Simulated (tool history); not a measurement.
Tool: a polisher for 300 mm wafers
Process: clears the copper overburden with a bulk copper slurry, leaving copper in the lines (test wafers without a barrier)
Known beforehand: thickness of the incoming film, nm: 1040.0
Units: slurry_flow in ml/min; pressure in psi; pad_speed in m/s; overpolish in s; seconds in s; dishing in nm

run  hour  slurry_flow  pressure  pad_speed  slurry_solids  overpolish  seconds  dishing
  1     0          245       1.8       1.12              1          23    133.4   87.186
  2   1.4          245       1.8       1.12              1          22   133.36   84.162
  3   4.9          245       1.8       1.12              1          21   132.63   80.706
  4   8.8          250         2       1.14              1          19   117.96   84.541
  5  10.6          250         2       1.14              1          27    119.2   103.95
  6  15.4          250       1.7       1.14              1          27   138.13   91.594

What does the tool deliver on the next run?
  7  23.7          250       1.7       1.14              1          26        ?        ?

seconds: 135.5 s
dishing: 90.291 nm
